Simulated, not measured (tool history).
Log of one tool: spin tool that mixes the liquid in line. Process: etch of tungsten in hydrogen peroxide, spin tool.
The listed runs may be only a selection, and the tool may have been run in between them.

run	hour	temperature setpoint of the liquid (°C)	concentration of hydrogen peroxide in the mixed liquid (% by weight)	time under the liquid (s)	thickness taken off the tungsten on a monitor wafer (nm)
1	0.0	50.0	18.5	15	15.689
2	7.3	50.0	18.5	15	15.740
3	13.7	50.5	18.5	15	16.526
4	17.2	50.5	18.5	15	15.843
5	23.6	51.0	18.5	15	16.476
6	24.4	51.0	18.5	15	16.668

What will run 7 give?
7	31.8	51.5	18.5	15	?

{"run 7": {"thickness taken off the tungsten on a monitor wafer (nm)": 17.222}}
